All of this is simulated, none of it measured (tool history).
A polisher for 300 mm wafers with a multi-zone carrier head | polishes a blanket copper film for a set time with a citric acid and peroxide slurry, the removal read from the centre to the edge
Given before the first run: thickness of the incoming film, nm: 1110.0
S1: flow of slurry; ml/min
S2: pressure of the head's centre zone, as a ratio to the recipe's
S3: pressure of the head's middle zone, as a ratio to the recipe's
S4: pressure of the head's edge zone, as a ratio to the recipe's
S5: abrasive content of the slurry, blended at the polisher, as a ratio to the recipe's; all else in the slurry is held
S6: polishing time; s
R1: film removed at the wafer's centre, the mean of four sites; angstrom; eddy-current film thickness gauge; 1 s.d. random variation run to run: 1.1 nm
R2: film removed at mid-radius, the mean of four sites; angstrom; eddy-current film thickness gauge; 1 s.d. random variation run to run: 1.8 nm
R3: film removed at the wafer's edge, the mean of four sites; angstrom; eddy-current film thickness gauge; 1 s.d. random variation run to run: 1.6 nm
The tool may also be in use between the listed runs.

run  hour   S1    S2    S3    S4   S5  S6      R1      R2      R3
  1     0  140     1     1     1    1  60  1406.3  1399.5    1430
  2   5.4  135  0.99  1.03  0.98    1  60    1359  1384.5  1422.6
  3  13.2  135  0.99  1.03  0.98  0.8  60  1295.6  1333.8  1326.7
  4  16.2  140  0.98  1.06  0.96  0.8  60  1265.7  1364.6  1337.9
  5  22.4  140  0.98  1.06  0.96    1  60  1370.3  1456.9  1373.7
  6  30.6  140  0.98  1.06  0.99    1  60  1378.5  1422.2  1448.2
  7    34  140  0.97  1.07  0.96    1  60  1361.9  1442.9  1414.7
  8  40.5  140  0.96  1.09  0.93    1  60  1321.8  1465.8  1395.7
  9  46.6  140  0.96   1.1  0.91    1  60  1350.2  1529.9  1348.4
 10  47.1  135  0.96  1.11  0.91    1  60  1319.3  1508.8  1366.6

Estimate the outcome of run 11 from the log above:
 11  49.5  135  0.96  1.11  0.9   1  60   ?   ?   ?

R1: 1333.9 angstrom
R2: 1500.2 angstrom
R3: 1386.8 angstrom

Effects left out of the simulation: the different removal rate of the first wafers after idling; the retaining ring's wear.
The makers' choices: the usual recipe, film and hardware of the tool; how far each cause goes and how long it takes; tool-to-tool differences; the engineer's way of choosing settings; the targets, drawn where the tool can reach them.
